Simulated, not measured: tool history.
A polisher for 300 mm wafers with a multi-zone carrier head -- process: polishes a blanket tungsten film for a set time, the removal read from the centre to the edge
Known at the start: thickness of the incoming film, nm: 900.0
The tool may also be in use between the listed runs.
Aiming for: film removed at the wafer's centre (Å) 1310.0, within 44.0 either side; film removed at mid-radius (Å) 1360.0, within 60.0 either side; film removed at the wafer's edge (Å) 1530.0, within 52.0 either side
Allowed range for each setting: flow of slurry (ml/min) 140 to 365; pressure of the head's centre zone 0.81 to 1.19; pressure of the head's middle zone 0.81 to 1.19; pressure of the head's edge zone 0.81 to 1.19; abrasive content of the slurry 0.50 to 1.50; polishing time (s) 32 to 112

run	hour	flow of slurry (ml/min)	pressure of the head's centre zone	pressure of the head's middle zone	pressure of the head's edge zone	abrasive content of the slurry	polishing time (s)	film removed at the wafer's centre (Å)	film removed at mid-radius (Å)	film removed at the wafer's edge (Å)
1	0.0	235	1.00	1.00	1.00	1.00	72	2925.7	2945.2	2975.7
2	7.8	265	1.00	1.00	1.00	1.00	72	2975.9	2953.3	2987.3
3	15.1	265	1.00	1.00	1.00	0.80	72	2815.4	2785.9	2867.8
4	19.7	265	0.98	0.99	0.99	0.75	68	2646.1	2623.7	2633.2
5	28.0	255	0.96	0.98	1.01	0.70	64	2366.9	2338.1	2533.6
6	30.0	255	0.96	0.92	1.01	0.70	64	2316.6	2270.9	2479.2
7	37.5	250	0.95	0.91	1.00	0.70	61	2237.4	2098.0	2380.9
8	44.3	250	0.94	0.92	0.99	0.70	58	2093.6	2015.1	2264.7
9	49.3	250	0.93	0.92	0.98	0.70	56	1992.6	1992.1	2134.8
10	50.0	245	0.92	0.91	0.97	0.70	55	1886.9	1943.8	2102.9
11	59.0	230	0.90	0.83	0.89	0.50	35	1122.2	1058.0	1206.7
12	61.2	235	0.90	0.84	0.91	0.50	35	1124.8	1071.8	1209.5
13	64.5	235	0.90	0.85	0.93	0.50	35	1106.0	1081.4	1241.1

Exactly one of the 5 candidate moves below puts every result within its allowed miss. Which one?
A	67.8	150	0.99	0.85	0.87	0.50	44	?	?	?
B	67.8	255	0.91	0.81	0.93	0.55	39	?	?	?
C	67.8	285	0.87	0.91	1.02	0.80	38	?	?	?
D	67.8	240	0.93	0.90	0.86	0.55	42	?	?	?
E	67.8	295	0.81	1.04	0.84	0.65	39	?	?	?

move	film removed at the wafer's centre (Å)	film removed at mid-radius (Å)	film removed at the wafer's edge (Å)
A	1420.4	1260.2	1395.3
B	1301.9	1196.1	1386.8
C	1318.0	1391.6	1525.2
D	1421.7	1393.8	1430.8
E	1216.6	1543.4	1377.0
A: nearer than the last run, and not there yet
B: nearer than the last run, and not there yet
C: every result within its allowed miss
D: nearer than the last run, and not there yet
E: nearer than the last run, and not there yet
So the answer is move C, the one that meets all the targets.

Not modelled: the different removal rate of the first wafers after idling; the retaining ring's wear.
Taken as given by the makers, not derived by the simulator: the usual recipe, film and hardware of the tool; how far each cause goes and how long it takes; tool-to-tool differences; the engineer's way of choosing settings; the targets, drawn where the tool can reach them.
